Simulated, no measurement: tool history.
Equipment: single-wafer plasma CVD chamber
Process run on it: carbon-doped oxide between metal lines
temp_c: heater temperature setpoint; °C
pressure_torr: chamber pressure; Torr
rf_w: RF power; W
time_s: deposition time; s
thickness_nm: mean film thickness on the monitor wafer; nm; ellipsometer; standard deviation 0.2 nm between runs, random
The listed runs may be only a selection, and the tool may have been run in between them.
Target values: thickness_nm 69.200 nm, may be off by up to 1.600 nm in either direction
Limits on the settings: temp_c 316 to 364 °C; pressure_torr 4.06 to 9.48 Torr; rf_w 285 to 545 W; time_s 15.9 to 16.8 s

run	day	temp_c	pressure_torr	rf_w	time_s	thickness_nm
1	0.000	340	6.77	415	16.8	89.878
2	0.162	341	6.72	405	16.8	87.202
3	0.250	341	6.72	405	15.9	82.215
4	0.488	336	6.72	405	15.9	83.739
5	0.817	336	6.72	405	16.8	88.453
6	1.146	336	6.72	360	16.8	78.725
7	1.300	337	6.66	355	16.8	77.553
8	1.617	338	6.59	350	16.8	76.640
9	1.796	339	6.55	345	16.8	75.169

5 candidate next runs follow, results not yet known. Just one meets every target within its allowed miss. Identify it.
A	1.975	341	6.79	310	16.3	?
B	1.975	342	6.60	325	15.9	?
C	1.975	338	5.89	320	16.1	?
D	1.975	334	7.00	330	15.9	?
E	1.975	334	7.78	355	16.8	?

move	thickness_nm
A	64.637
B	66.057
C	65.736
D	68.938
E	78.877
A: pushes the last run's worst result past its target
B: pushes the last run's worst result past its target
C: pushes the last run's worst result past its target
D: every result within its allowed miss
E: further off than the last run
So the answer is move D, the one that meets all the targets.
